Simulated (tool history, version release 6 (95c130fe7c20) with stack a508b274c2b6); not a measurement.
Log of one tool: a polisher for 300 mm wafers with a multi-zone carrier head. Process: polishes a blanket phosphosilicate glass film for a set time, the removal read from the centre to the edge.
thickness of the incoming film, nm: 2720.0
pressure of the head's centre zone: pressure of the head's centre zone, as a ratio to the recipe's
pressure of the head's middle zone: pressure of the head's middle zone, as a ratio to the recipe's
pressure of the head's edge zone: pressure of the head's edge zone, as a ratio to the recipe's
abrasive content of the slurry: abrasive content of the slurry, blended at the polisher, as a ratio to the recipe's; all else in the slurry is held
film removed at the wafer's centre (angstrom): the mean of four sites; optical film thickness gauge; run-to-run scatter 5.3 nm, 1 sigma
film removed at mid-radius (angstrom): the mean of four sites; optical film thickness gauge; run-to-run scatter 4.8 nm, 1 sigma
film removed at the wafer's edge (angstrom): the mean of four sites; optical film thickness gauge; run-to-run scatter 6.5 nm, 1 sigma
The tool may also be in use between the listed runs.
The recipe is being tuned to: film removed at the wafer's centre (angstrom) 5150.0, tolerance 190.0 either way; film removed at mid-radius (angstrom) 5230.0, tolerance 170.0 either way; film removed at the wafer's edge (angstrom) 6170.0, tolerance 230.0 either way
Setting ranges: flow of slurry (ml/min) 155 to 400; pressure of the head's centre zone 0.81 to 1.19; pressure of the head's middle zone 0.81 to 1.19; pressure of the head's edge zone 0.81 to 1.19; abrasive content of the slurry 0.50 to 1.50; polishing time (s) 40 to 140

run,hour,flow of slurry (ml/min),pressure of the head's centre zone,pressure of the head's middle zone,pressure of the head's edge zone,abrasive content of the slurry,polishing time (s),film removed at the wafer's centre (angstrom),film removed at mid-radius (angstrom),film removed at the wafer's edge (angstrom)
1,0.0,255,1.00,1.00,1.00,1.00,90,6322.7,6298.2,6401.6
2,4.8,255,1.00,1.00,1.04,1.00,90,6403.6,6377.5,6268.7
3,8.0,255,1.00,1.00,1.04,1.00,76,5277.6,5315.3,5476.3
4,11.5,255,1.00,1.00,1.04,1.00,61,4281.7,4269.7,4311.0
5,12.6,250,0.97,0.97,1.06,1.10,63,4432.4,4385.1,4602.6
6,16.4,250,0.97,0.97,1.06,1.00,63,4259.2,4255.1,4608.8
7,22.6,245,0.94,0.95,1.08,1.10,66,4444.1,4571.4,4996.5
8,25.2,245,0.93,0.93,1.10,1.20,67,4625.6,4714.6,5137.3
9,29.3,245,0.92,0.91,1.12,1.25,68,4767.1,4693.8,5413.8
10,33.3,250,0.91,0.91,1.14,1.30,69,4786.2,4854.7,5752.9
11,34.3,250,0.91,0.91,1.14,1.30,69,4686.4,4846.9,5604.5
12,38.7,255,0.92,0.91,1.15,1.35,69,4856.8,4911.1,5785.2
13,47.1,260,0.93,0.92,1.16,1.40,69,5122.5,5098.3,5901.9

4 next moves are on the table. One of them brings every result within its allowed miss. Which?
A,55.5,285,1.02,0.99,1.08,1.45,66,?,?,?
B,55.5,225,0.97,0.99,1.13,1.50,68,?,?,?
C,55.5,270,0.91,0.96,1.15,1.45,67,?,?,?
D,55.5,215,0.91,0.91,1.18,1.45,73,?,?,?

move,film removed at the wafer's centre (angstrom),film removed at mid-radius (angstrom),film removed at the wafer's edge (angstrom)
A,5485.4,5319.1,5482.8
B,5251.8,5376.2,5710.9
C,4928.7,5232.0,5722.2
D,5188.1,5286.8,6178.7
A: misses by more than the last run did
B: misses by more than the last run did
C: misses by more than the last run did
D: every result within its allowed miss
So the answer is move D, the one that meets all the targets.
